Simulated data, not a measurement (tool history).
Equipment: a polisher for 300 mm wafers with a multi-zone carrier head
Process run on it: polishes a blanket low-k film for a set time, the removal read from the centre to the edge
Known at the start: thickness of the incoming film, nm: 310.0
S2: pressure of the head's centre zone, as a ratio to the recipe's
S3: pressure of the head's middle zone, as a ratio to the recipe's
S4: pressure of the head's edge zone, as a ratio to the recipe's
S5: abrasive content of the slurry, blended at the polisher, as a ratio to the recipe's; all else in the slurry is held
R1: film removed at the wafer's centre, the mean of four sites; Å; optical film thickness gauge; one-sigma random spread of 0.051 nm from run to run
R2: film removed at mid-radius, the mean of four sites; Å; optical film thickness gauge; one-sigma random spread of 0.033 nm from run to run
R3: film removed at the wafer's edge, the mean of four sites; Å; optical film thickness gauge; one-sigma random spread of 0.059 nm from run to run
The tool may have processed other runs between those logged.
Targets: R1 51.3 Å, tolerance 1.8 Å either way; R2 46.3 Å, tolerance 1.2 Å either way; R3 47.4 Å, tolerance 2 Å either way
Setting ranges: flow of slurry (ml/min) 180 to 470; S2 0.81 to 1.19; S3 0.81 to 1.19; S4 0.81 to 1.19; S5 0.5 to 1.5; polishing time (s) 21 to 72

{"run": 1, "day": 0.0, "flow of slurry (ml/min)": 300, "S2": 1, "S3": 1, "S4": 1, "S5": 1, "polishing time (s)": 46, "R1": 104.37, "R2": 102, "R3": 101.9}
{"run": 2, "day": 0.275, "flow of slurry (ml/min)": 300, "S2": 1, "S3": 1, "S4": 1, "S5": 1, "polishing time (s)": 50, "R1": 113.4, "R2": 111.78, "R3": 111.63}
{"run": 3, "day": 0.446, "flow of slurry (ml/min)": 295, "S2": 0.99, "S3": 0.97, "S4": 0.96, "S5": 0.85, "polishing time (s)": 42, "R1": 85.697, "R2": 85.023, "R3": 85.558}
{"run": 4, "day": 0.788, "flow of slurry (ml/min)": 295, "S2": 1.01, "S3": 0.94, "S4": 0.92, "S5": 0.75, "polishing time (s)": 37, "R1": 73.951, "R2": 69.508, "R3": 68.564}
{"run": 5, "day": 1.129, "flow of slurry (ml/min)": 290, "S2": 1, "S3": 0.9, "S4": 0.89, "S5": 0.65, "polishing time (s)": 35, "R1": 63.256, "R2": 56.943, "R3": 58.572}
{"run": 6, "day": 1.375, "flow of slurry (ml/min)": 290, "S2": 1, "S3": 0.9, "S4": 0.89, "S5": 0.65, "polishing time (s)": 45, "R1": 81.079, "R2": 72.781, "R3": 78.699}
{"run": 7, "day": 1.596, "flow of slurry (ml/min)": 300, "S2": 0.99, "S3": 0.89, "S4": 0.87, "S5": 0.6, "polishing time (s)": 40, "R1": 67.18, "R2": 61.783, "R3": 63.539}
{"run": 8, "day": 1.638, "flow of slurry (ml/min)": 305, "S2": 0.98, "S3": 0.87, "S4": 0.85, "S5": 0.55, "polishing time (s)": 38, "R1": 60.338, "R2": 54.509, "R3": 57.971}
{"run": 9, "day": 1.712, "flow of slurry (ml/min)": 305, "S2": 0.98, "S3": 0.87, "S4": 0.84, "S5": 0.55, "polishing time (s)": 36, "R1": 56.995, "R2": 51.784, "R3": 53.04}
{"run": 10, "day": 1.925, "flow of slurry (ml/min)": 310, "S2": 0.98, "S3": 0.86, "S4": 0.83, "S5": 0.55, "polishing time (s)": 36, "R1": 57.694, "R2": 51.479, "R3": 53.771}
{"run": 11, "day": 2.183, "flow of slurry (ml/min)": 315, "S2": 0.98, "S3": 0.86, "S4": 0.83, "S5": 0.55, "polishing time (s)": 35, "R1": 56.315, "R2": 50.468, "R3": 52.075}
{"run": 12, "day": 2.279, "flow of slurry (ml/min)": 325, "S2": 0.98, "S3": 0.86, "S4": 0.82, "S5": 0.55, "polishing time (s)": 34, "R1": 54.18, "R2": 49.05, "R3": 51.502}
{"run": 13, "day": 2.521, "flow of slurry (ml/min)": 245, "S2": 0.98, "S3": 0.87, "S4": 0.81, "S5": 0.5, "polishing time (s)": 33, "R1": 48.058, "R2": 44.111, "R3": 44.565}
{"run": 14, "day": 2.888, "flow of slurry (ml/min)": 265, "S2": 0.98, "S3": 0.87, "S4": 0.82, "S5": 0.5, "polishing time (s)": 33, "R1": 48.364, "R2": 43.608, "R3": 44.968}
{"run": 15, "day": 3.088, "flow of slurry (ml/min)": 280, "S2": 0.98, "S3": 0.87, "S4": 0.82, "S5": 0.5, "polishing time (s)": 33, "R1": 47.967, "R2": 44.28, "R3": 45.964}
{"run": 16, "day": 3.421, "flow of slurry (ml/min)": 295, "S2": 0.99, "S3": 0.88, "S4": 0.82, "S5": 0.5, "polishing time (s)": 33, "R1": 49.373, "R2": 44.631, "R3": 46.366}

Consider the 5 candidate settings below. Which is the only one whose results all fall within their allowed miss of target?
{"run": "A", "day": 3.754, "flow of slurry (ml/min)": 295, "S2": 1.08, "S3": 0.84, "S4": 0.81, "S5": 0.8, "polishing time (s)": 25, "R1": "?", "R2": "?", "R3": "?"}
{"run": "B", "day": 3.754, "flow of slurry (ml/min)": 420, "S2": 0.96, "S3": 0.91, "S4": 0.81, "S5": 0.9, "polishing time (s)": 24, "R1": "?", "R2": "?", "R3": "?"}
{"run": "C", "day": 3.754, "flow of slurry (ml/min)": 250, "S2": 0.98, "S3": 0.86, "S4": 0.81, "S5": 0.9, "polishing time (s)": 25, "R1": "?", "R2": "?", "R3": "?"}
{"run": "D", "day": 3.754, "flow of slurry (ml/min)": 205, "S2": 0.91, "S3": 0.95, "S4": 0.82, "S5": 0.65, "polishing time (s)": 30, "R1": "?", "R2": "?", "R3": "?"}
{"run": "E", "day": 3.754, "flow of slurry (ml/min)": 260, "S2": 0.87, "S3": 0.93, "S4": 0.81, "S5": 0.55, "polishing time (s)": 33, "R1": "?", "R2": "?", "R3": "?"}

move=A R1=54.452 R2=43.845 R3=46.625
move=B R1=51.106 R2=49.353 R3=48.694
move=C R1=51.318 R2=46.577 R3=48.778
move=D R1=46.316 R2=49.351 R3=48.108
move=E R1=45.656 R2=49.832 R3=48.774
A: moves away from the targets compared with the last run
B: the result that was furthest off in the last run now lies on the other side of its target
C: each result inside its tolerance
D: the result that was furthest off in the last run now lies on the other side of its target
E: the result that was furthest off in the last run now lies on the other side of its target
C meets every target.
